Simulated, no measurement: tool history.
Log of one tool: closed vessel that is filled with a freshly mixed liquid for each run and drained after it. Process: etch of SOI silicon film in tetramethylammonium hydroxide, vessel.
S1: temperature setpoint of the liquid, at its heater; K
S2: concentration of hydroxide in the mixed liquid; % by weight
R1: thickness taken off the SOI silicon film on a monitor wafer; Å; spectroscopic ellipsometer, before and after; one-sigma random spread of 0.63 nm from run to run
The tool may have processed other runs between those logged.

{"run": 1, "hour": 0.0, "S1": 334.15, "S2": 9.5, "time in the liquid (s)": 35, "R1": 1619.8}
{"run": 2, "hour": 5.9, "S1": 331.65, "S2": 9.5, "time in the liquid (s)": 35, "R1": 1373.7}
{"run": 3, "hour": 6.7, "S1": 331.65, "S2": 7.5, "time in the liquid (s)": 35, "R1": 1503.5}
{"run": 4, "hour": 14.8, "S1": 335.15, "S2": 7.5, "time in the liquid (s)": 35, "R1": 1870.1}
{"run": 5, "hour": 16.2, "S1": 332.15, "S2": 7.5, "time in the liquid (s)": 35, "R1": 1526.4}
{"run": 6, "hour": 22.7, "S1": 329.65, "S2": 7.5, "time in the liquid (s)": 35, "R1": 1325.4}

Predict the results of run 7:
{"run": 7, "hour": 27.8, "S1": 328.15, "S2": 7.5, "time in the liquid (s)": 35, "R1": "?"}

Run 7 produced R1 1197.6 Å.

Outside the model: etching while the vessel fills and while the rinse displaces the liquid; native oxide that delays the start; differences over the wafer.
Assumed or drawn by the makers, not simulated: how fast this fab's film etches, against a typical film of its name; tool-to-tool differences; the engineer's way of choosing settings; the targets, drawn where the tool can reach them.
